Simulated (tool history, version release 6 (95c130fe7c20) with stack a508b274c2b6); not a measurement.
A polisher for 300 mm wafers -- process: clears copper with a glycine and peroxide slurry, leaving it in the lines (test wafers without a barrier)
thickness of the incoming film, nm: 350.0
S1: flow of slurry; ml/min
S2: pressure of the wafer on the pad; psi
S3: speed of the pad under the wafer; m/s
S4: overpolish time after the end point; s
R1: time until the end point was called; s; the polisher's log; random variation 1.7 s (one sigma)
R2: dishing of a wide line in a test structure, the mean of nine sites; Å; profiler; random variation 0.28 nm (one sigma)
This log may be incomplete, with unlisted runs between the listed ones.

run 1 day=0.000 | S1=160 S2=2.3 S3=0.78 S4=12 | R1=117.540 R2=208.30
run 2 day=0.167 | S1=160 S2=2.3 S3=0.78 S4=10 | R1=115.640 R2=182.33
run 3 day=0.292 | S1=160 S2=2.3 S3=0.78 S4=5 | R1=114.450 R2=102.78
run 4 day=0.442 | S1=155 S2=2.1 S3=0.76 S4=7 | R1=126.460 R2=126.40
run 5 day=0.662 | S1=155 S2=2.4 S3=0.76 S4=7 | R1=113.930 R2=134.84
run 6 day=0.888 | S1=155 S2=2.9 S3=0.76 S4=7 | R1=97.888 R2=157.70
run 7 day=1.133 | S1=150 S2=2.7 S3=0.70 S4=9 | R1=112.470 R2=172.63
run 8 day=1.275 | S1=135 S2=2.1 S3=0.66 S4=15 | R1=142.370 R2=208.26
run 9 day=1.338 | S1=135 S2=2.0 S3=0.66 S4=16 | R1=146.230 R2=213.88
run 10 day=1.371 | S1=130 S2=1.9 S3=0.64 S4=17 | R1=154.040 R2=212.69
-- day=1.446 worn pad replaced by a new one
run 11 day=1.446 | S1=135 S2=1.9 S3=0.64 S4=18 | R1=137.430 R2=245.37
run 12 day=1.592 | S1=125 S2=1.9 S3=0.64 S4=18 | R1=138.370 R2=238.38

What will run 13 give?
run 13 day=1.812 | S1=130 S2=1.8 S3=0.64 S4=18 | R1=? R2=?

R1: 143.140 s
R2: 240.39 Å
